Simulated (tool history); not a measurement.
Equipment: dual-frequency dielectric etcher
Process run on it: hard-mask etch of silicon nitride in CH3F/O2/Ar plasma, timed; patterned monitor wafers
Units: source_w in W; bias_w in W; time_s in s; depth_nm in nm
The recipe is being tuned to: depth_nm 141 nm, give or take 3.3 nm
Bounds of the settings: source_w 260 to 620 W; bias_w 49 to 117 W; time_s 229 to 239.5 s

run 1 hour=0 | source_w=440 bias_w=83 time_s=229 | depth_nm=161.71
run 2 hour=1.7 | source_w=440 bias_w=83 time_s=239.5 | depth_nm=169.77
run 3 hour=7 | source_w=380 bias_w=83 time_s=239.5 | depth_nm=158.81
run 4 hour=13.1 | source_w=380 bias_w=98 time_s=239.5 | depth_nm=172.4
run 5 hour=15.1 | source_w=410 bias_w=98 time_s=239.5 | depth_nm=178.05
run 6 hour=16.7 | source_w=380 bias_w=94 time_s=238.5 | depth_nm=168.07
run 7 hour=22.4 | source_w=360 bias_w=91 time_s=238 | depth_nm=160.62
run 8 hour=30.6 | source_w=340 bias_w=90 time_s=238 | depth_nm=156.99
run 9 hour=35.4 | source_w=340 bias_w=90 time_s=238 | depth_nm=156.49
run 10 hour=38.6 | source_w=320 bias_w=89 time_s=238 | depth_nm=151.84
run 11 hour=41.7 | source_w=310 bias_w=88 time_s=238 | depth_nm=148.96
run 12 hour=43.8 | source_w=300 bias_w=88 time_s=238 | depth_nm=146.8
run 13 hour=48.8 | source_w=290 bias_w=88 time_s=238 | depth_nm=145.31

Next run, 5 choices. One meets every target within its allowed miss, the rest don't. Which?
run A hour=53.8 | source_w=270 bias_w=98 time_s=239 | depth_nm=?
run B hour=53.8 | source_w=310 bias_w=91 time_s=233.5 | depth_nm=?
run C hour=53.8 | source_w=320 bias_w=89 time_s=236 | depth_nm=?
run D hour=53.8 | source_w=310 bias_w=88 time_s=238 | depth_nm=?
run E hour=53.8 | source_w=330 bias_w=78 time_s=234.5 | depth_nm=?

move=A depth_nm=149.25
move=B depth_nm=148.93
move=C depth_nm=150.84
move=D depth_nm=149.21
move=E depth_nm=141.82
A: the biggest miss grows against the last run
B: the biggest miss grows against the last run
C: the biggest miss grows against the last run
D: the biggest miss grows against the last run
E: every result within its allowed miss
The move that meets every target is E.

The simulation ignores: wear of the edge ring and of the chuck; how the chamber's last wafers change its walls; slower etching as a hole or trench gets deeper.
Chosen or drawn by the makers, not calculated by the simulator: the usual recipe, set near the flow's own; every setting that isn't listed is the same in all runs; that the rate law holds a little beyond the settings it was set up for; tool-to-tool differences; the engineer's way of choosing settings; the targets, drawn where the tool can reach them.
